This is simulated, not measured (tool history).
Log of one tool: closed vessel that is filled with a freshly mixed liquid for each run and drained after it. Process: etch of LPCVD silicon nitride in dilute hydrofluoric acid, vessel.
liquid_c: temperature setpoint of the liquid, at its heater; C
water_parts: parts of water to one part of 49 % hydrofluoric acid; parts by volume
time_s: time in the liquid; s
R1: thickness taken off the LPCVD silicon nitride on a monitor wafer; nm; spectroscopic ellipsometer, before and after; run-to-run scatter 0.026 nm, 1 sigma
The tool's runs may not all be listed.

run 1 day=0.000 | liquid_c=24.0 water_parts=150 time_s=445 | R1=1.6638
run 2 day=0.088 | liquid_c=26.0 water_parts=150 time_s=445 | R1=1.8947
run 3 day=0.458 | liquid_c=27.5 water_parts=150 time_s=445 | R1=2.0536
run 4 day=0.629 | liquid_c=27.5 water_parts=150 time_s=240 | R1=1.1234
run 5 day=0.783 | liquid_c=26.0 water_parts=120 time_s=240 | R1=1.2494
run 6 day=0.883 | liquid_c=26.0 water_parts=145 time_s=240 | R1=1.0425
run 7 day=1.229 | liquid_c=30.0 water_parts=85 time_s=265 | R1=2.5061

Forecast run 8:
run 8 day=1.608 | liquid_c=30.5 water_parts=85 time_s=265 | R1=?

Run 8 yielded R1 2.6229 nm.
